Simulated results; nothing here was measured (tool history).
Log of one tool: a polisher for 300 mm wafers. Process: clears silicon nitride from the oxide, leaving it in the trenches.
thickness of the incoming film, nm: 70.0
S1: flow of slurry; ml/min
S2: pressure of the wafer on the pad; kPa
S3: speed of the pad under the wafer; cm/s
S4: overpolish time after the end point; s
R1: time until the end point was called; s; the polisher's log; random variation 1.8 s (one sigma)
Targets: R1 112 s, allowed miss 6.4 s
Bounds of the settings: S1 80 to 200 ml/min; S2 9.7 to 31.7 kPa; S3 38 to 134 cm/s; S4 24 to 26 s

{"run": 1, "day": 0.0, "S1": 130, "S2": 20.7, "S3": 86, "S4": 24, "R1": 83.334}
{"run": 2, "day": 0.092, "S1": 130, "S2": 20.7, "S3": 96, "S4": 24, "R1": 75.884}
{"run": 3, "day": 0.2, "S1": 130, "S2": 20, "S3": 96, "S4": 24, "R1": 73.896}
{"run": 4, "day": 0.242, "S1": 140, "S2": 20, "S3": 96, "S4": 24, "R1": 76.806}
{"run": 5, "day": 0.596, "S1": 140, "S2": 20, "S3": 112, "S4": 24, "R1": 64.387}
{"run": 6, "day": 0.9, "S1": 140, "S2": 20, "S3": 112, "S4": 24, "R1": 64.92}
{"run": 7, "day": 1.175, "S1": 140, "S2": 18.6, "S3": 110, "S4": 24, "R1": 72.391}
{"run": 8, "day": 1.425, "S1": 140, "S2": 17.9, "S3": 110, "S4": 24, "R1": 76.253}
{"run": 9, "day": 1.796, "S1": 140, "S2": 17.2, "S3": 110, "S4": 24, "R1": 75.842}
{"run": 10, "day": 1.838, "S1": 140, "S2": 16.5, "S3": 110, "S4": 24, "R1": 81.996}
{"run": 11, "day": 2.104, "S1": 135, "S2": 11, "S3": 108, "S4": 24, "R1": 122.98}

4 next moves are on the table. One of them brings every result within its allowed miss. Which?
{"run": "A", "day": 2.371, "S1": 120, "S2": 12.4, "S3": 96, "S4": 24, "R1": "?"}
{"run": "B", "day": 2.371, "S1": 150, "S2": 11, "S3": 94, "S4": 25, "R1": "?"}
{"run": "C", "day": 2.371, "S1": 170, "S2": 10.3, "S3": 120, "S4": 24, "R1": "?"}
{"run": "D", "day": 2.371, "S1": 140, "S2": 9.7, "S3": 106, "S4": 26, "R1": "?"}

move=A R1=123.81
move=B R1=137.44
move=C R1=113.41
move=D R1=139.82
A: further off than the last run
B: further off than the last run
C: meets every target
D: further off than the last run
The right move is C.
